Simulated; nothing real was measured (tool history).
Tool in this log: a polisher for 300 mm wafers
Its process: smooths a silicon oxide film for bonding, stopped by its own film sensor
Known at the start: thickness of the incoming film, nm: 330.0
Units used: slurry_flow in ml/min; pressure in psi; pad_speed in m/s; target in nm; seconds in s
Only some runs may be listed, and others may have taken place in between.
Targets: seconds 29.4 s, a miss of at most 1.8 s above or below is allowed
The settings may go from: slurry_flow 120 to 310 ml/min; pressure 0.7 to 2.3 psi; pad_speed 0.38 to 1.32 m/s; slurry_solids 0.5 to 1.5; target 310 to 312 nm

run,day,slurry_flow,pressure,pad_speed,slurry_solids,target,seconds
1,0,200,1.5,0.84,1,310,47.904
2,0.346,200,1.4,0.84,1,310,50.989
3,0.479,200,1.4,0.84,0.85,310,52.4
4,0.725,200,1.2,0.84,0.85,310,64.543
5,1.096,200,1.4,0.86,0.85,310,53.943
6,1.304,200,1.4,1.06,0.85,310,46.07
# day 1.517: slurry nozzle cleaned
7,1.517,200,1.5,1.08,0.85,310,39.327
8,1.825,200,1.6,1.08,0.85,310,37.401
9,2.196,200,1.7,1.08,0.85,310,34.471
10,2.254,200,1.8,1.08,0.85,310,32.634
11,2.333,200,1.9,1.08,0.85,310,31.662
12,2.421,200,1.9,1.08,0.85,310,31.236

Below are 5 possible settings for the next run. Only one of them brings all results inside the allowed miss of their targets. Which is it?
A,2.508,205,1.8,1.02,0.6,312,?
B,2.508,210,1.6,1.08,1.15,310,?
C,2.508,185,1.8,1.1,0.85,312,?
D,2.508,235,2.1,0.86,0.5,312,?
E,2.508,220,1.8,1.24,0.85,312,?

move,seconds
A,33.96
B,33.924
C,29.604
D,34.434
E,26.319
A: further off than the last run
B: further off than the last run
C: hits every target within its allowed miss
D: further off than the last run
E: takes the biggest miss from the last run beyond its target
C is the move that brings every result within its allowed miss.
